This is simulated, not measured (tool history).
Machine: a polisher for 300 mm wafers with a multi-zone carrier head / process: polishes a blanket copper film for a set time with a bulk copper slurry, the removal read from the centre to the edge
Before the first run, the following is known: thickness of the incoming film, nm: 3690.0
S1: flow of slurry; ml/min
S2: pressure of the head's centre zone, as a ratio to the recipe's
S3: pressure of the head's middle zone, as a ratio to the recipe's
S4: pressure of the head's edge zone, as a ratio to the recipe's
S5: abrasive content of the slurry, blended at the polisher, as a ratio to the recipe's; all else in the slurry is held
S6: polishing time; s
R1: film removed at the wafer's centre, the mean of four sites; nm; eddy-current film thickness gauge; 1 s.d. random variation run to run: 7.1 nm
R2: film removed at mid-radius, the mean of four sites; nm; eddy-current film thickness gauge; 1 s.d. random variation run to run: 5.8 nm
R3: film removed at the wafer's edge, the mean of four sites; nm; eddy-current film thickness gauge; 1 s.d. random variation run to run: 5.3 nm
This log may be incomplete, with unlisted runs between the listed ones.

run,day,S1,S2,S3,S4,S5,S6,R1,R2,R3
1,0,130,1,1,1,1,49,467.7,484.46,458.74
2,0.121,130,0.92,1,1,1,49,430.34,467.76,468.78
3,0.354,130,0.92,1,1,0.9,49,416.21,458.12,452.96
4,0.621,140,0.92,1,1,0.9,49,425.54,474.21,469.44
5,0.942,170,0.92,1,1,0.9,49,450.63,494.61,474.58
6,1.254,170,0.99,1,1,0.9,49,486.19,492.38,476.63
7,1.288,170,0.98,0.97,1.03,0.95,50,495.98,488.47,503.81

What will run 8 give?
8,1.542,170,0.98,0.97,1.03,0.95,50,?,?,?

Run 8 came out at R1 492.91 nm, R2 499.1 nm, R3 499.84 nm.
